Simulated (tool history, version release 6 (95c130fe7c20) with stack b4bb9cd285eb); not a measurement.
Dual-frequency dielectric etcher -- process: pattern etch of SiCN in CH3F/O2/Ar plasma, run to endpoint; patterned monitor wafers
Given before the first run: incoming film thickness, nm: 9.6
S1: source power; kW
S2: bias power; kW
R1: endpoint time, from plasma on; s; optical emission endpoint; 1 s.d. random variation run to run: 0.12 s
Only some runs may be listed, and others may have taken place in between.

Run 1, day 0.000: S1 0.500 kW, S2 0.068 kW. Result: R1 22.394 s.
Run 2, day 0.367: S1 0.490 kW, S2 0.067 kW. Result: R1 22.291 s.
Run 3, day 0.475: S1 0.480 kW, S2 0.066 kW. Result: R1 22.646 s.
Run 4, day 0.717: S1 0.470 kW, S2 0.065 kW. Result: R1 22.919 s.
Run 5, day 0.788: S1 0.540 kW, S2 0.065 kW. Result: R1 21.928 s.
Run 6, day 0.946: S1 0.540 kW, S2 0.061 kW. Result: R1 22.602 s.
Run 7, day 1.279: S1 0.530 kW, S2 0.060 kW. Result: R1 22.684 s.

Expected results for the next run?
Run 8, day 1.417: S1 0.520 kW, S2 0.059 kW. Result: R1 ?.

{"run 8": {"R1": 22.684}}
